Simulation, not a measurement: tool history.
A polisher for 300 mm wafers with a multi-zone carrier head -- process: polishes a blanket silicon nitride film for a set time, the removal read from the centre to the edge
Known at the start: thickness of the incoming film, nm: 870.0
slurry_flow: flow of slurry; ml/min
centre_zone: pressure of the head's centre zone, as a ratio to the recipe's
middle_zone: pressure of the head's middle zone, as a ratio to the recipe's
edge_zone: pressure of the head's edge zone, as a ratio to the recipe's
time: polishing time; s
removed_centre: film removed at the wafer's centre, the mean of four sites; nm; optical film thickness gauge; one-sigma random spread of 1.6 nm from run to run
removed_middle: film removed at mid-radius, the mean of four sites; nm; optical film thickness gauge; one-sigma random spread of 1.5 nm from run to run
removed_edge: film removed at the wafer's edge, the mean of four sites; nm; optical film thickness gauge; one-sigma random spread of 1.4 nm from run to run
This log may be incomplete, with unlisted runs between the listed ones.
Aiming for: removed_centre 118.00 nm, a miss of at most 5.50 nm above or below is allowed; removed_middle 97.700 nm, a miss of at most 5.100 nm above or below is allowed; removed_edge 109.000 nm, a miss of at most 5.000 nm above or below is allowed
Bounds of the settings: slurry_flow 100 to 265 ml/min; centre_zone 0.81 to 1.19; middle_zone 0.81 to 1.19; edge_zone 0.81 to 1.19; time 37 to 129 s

| run | hour | slurry_flow | centre_zone | middle_zone | edge_zone | time | removed_centre | removed_middle | removed_edge |
|---|---|---|---|---|---|---|---|---|---|
| 1 | 0.0 | 170 | 1.00 | 1.00 | 1.00 | 83 | 185.03 | 180.350 | 188.990 |
| 2 | 8.0 | 170 | 1.00 | 1.00 | 1.07 | 83 | 183.29 | 179.820 | 189.560 |
| 3 | 10.6 | 170 | 1.01 | 0.99 | 1.07 | 78 | 173.63 | 172.360 | 183.630 |
| 4 | 17.9 | 165 | 1.03 | 0.98 | 1.04 | 74 | 169.06 | 154.940 | 166.410 |
| 5 | 23.9 | 160 | 1.03 | 0.98 | 1.03 | 71 | 159.09 | 151.950 | 159.200 |
| 6 | 32.0 | 155 | 1.04 | 0.97 | 1.02 | 69 | 150.37 | 144.280 | 154.330 |
| 7 | 39.5 | 155 | 1.05 | 0.96 | 1.01 | 67 | 155.96 | 136.780 | 149.120 |
| 8 | 46.1 | 155 | 1.05 | 0.96 | 1.00 | 65 | 145.36 | 135.480 | 144.770 |
| 9 | 51.0 | 155 | 1.06 | 0.95 | 0.99 | 63 | 142.73 | 128.520 | 137.510 |
| 10 | 57.1 | 155 | 1.06 | 0.94 | 0.98 | 62 | 139.75 | 130.470 | 133.900 |
| 11 | 62.1 | 150 | 1.07 | 0.93 | 0.98 | 61 | 137.66 | 122.190 | 128.920 |
| 12 | 68.8 | 145 | 1.07 | 0.92 | 0.98 | 61 | 136.74 | 121.050 | 133.790 |
| 13 | 70.7 | 145 | 1.07 | 0.91 | 0.97 | 60 | 134.29 | 116.540 | 130.600 |
| 14 | 72.9 | 135 | 1.07 | 0.87 | 0.87 | 49 | 110.15 | 90.954 | 100.870 |
| 15 | 81.3 | 135 | 1.07 | 0.87 | 0.88 | 49 | 107.59 | 90.026 | 99.492 |
| 16 | 89.3 | 135 | 1.07 | 0.87 | 0.88 | 49 | 108.64 | 90.398 | 99.873 |
| 17 | 92.4 | 140 | 1.07 | 0.87 | 0.89 | 49 | 111.21 | 91.726 | 100.950 |
| 18 | 99.4 | 140 | 1.07 | 0.87 | 0.90 | 49 | 108.11 | 91.561 | 102.040 |
| 19 | 106.3 | 140 | 1.07 | 0.87 | 0.91 | 49 | 108.87 | 91.275 | 105.390 |

Pick the move, out of 5, that brings all results within their allowed miss; only one does.
| A | 113.2 | 155 | 1.08 | 0.90 | 0.84 | 49 | ? | ? | ? |
| B | 113.2 | 180 | 1.06 | 0.96 | 0.81 | 48 | ? | ? | ? |
| C | 113.2 | 150 | 0.96 | 0.91 | 0.97 | 50 | ? | ? | ? |
| D | 113.2 | 165 | 1.09 | 0.88 | 0.93 | 50 | ? | ? | ? |
| E | 113.2 | 170 | 1.05 | 0.88 | 1.00 | 46 | ? | ? | ? |

| move | removed_centre | removed_middle | removed_edge |
|---|---|---|---|
| A | 112.34 | 95.401 | 101.060 |
| B | 111.54 | 101.460 | 99.365 |
| C | 101.02 | 97.616 | 109.610 |
| D | 117.32 | 96.727 | 109.010 |
| E | 104.60 | 89.499 | 104.230 |
A: about as far from the targets as the last run
B: moves away from the targets compared with the last run
C: moves away from the targets compared with the last run
D: hits every target within its allowed miss
E: moves away from the targets compared with the last run
Move D is the one to make.
